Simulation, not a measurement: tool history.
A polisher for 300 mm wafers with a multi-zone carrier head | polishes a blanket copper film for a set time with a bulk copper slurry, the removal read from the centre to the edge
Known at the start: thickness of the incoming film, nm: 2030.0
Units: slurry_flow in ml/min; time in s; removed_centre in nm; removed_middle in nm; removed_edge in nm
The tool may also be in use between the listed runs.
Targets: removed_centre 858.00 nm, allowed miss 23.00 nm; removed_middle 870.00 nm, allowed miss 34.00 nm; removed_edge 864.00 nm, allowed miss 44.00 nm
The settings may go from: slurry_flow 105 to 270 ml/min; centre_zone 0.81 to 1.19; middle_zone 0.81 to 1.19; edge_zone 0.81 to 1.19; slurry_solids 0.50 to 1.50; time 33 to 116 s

| run | hour | slurry_flow | centre_zone | middle_zone | edge_zone | slurry_solids | time | removed_centre | removed_middle | removed_edge |
|---|---|---|---|---|---|---|---|---|---|---|
| 1 | 0.0 | 175 | 1.00 | 1.00 | 1.00 | 1.00 | 74 | 642.58 | 649.23 | 661.22 |
| 2 | 5.0 | 175 | 1.00 | 1.00 | 0.93 | 1.00 | 74 | 639.17 | 645.92 | 620.01 |
| 3 | 12.9 | 175 | 1.00 | 1.00 | 0.87 | 1.00 | 74 | 654.48 | 634.26 | 608.34 |
| 4 | 20.5 | 185 | 1.03 | 1.02 | 0.95 | 1.15 | 76 | 713.17 | 713.08 | 696.39 |
| 5 | 26.4 | 200 | 1.06 | 1.04 | 0.99 | 1.20 | 76 | 746.48 | 738.56 | 710.54 |
| 6 | 30.4 | 205 | 1.07 | 1.05 | 1.03 | 1.30 | 77 | 790.74 | 781.06 | 759.95 |
| 7 | 35.6 | 210 | 1.07 | 1.06 | 1.06 | 1.35 | 77 | 803.84 | 784.92 | 785.30 |
| 8 | 36.9 | 215 | 1.07 | 1.08 | 1.08 | 1.40 | 77 | 802.90 | 824.81 | 788.93 |
| 9 | 39.0 | 220 | 1.07 | 1.08 | 1.10 | 1.45 | 77 | 810.15 | 820.26 | 800.30 |

Which of these 4 next moves meets every target?
| A | 41.1 | 235 | 0.95 | 1.12 | 1.10 | 1.30 | 83 | ? | ? | ? |
| B | 41.1 | 200 | 1.06 | 0.86 | 1.19 | 1.35 | 91 | ? | ? | ? |
| C | 41.1 | 170 | 0.95 | 0.95 | 1.19 | 1.50 | 94 | ? | ? | ? |
| D | 41.1 | 270 | 1.00 | 1.01 | 1.04 | 1.50 | 82 | ? | ? | ? |

| move | removed_centre | removed_middle | removed_edge |
|---|---|---|---|
| A | 788.64 | 892.66 | 865.23 |
| B | 935.61 | 775.05 | 977.16 |
| C | 876.71 | 870.10 | 1016.60 |
| D | 862.12 | 854.17 | 881.14 |
A: further off than the last run
B: takes the result that was furthest off past its target
C: brings the result that was furthest off to its target, and leaves another outside
D: meets every target
The right move is D.
